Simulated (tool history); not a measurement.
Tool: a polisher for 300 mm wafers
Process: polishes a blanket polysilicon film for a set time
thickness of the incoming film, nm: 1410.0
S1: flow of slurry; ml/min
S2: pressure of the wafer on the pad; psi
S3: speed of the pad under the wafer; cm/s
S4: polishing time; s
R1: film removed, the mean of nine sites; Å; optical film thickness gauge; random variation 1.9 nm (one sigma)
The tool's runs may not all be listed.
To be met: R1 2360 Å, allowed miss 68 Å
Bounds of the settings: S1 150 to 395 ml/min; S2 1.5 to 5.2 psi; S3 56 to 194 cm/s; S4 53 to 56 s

run  hour   S1   S2   S3  S4      R1
  1     0  250  3.3  124  53  5806.7
  2   8.7  250  3.3  124  53  5803.8
  3  12.8  310  3.3  124  53  5860.9
  4  17.6  310  3.1  120  53  5383.5
  5  18.2  310  3.1  134  53  5962.2
  6  23.3  310  2.9  128  53  5440.8
  7  30.3  310  2.8  122  53  4882.6
  8  31.1  310  2.7  118  53  4678.2
     34.2  -- worn pad replaced by a new one
  9  34.2  310  2.6  114  53  4870.7
 10  35.8  320  2.5  108  53  4489.9
 11    37  300  2.4  102  53  3999.6
 12  41.2  230  1.5   82  53  2121.9

5 next moves are on the table. One of them brings every result within its allowed miss. Which?
  A  45.4  255  1.8  76  53   ?
  B  45.4  300  1.9  62  55   ?
  C  45.4  230  1.9  66  55   ?
  D  45.4  270    2  56  53   ?
  E  45.4  215  1.5  76  53   ?

move      R1
   A    2324
   B  2118.8
   C  2181.9
   D    1919
   E    1951
A: meets every target
B: as far off as the last run
C: nearer than the last run, and not there yet
D: further off than the last run
E: further off than the last run
The right move is A.
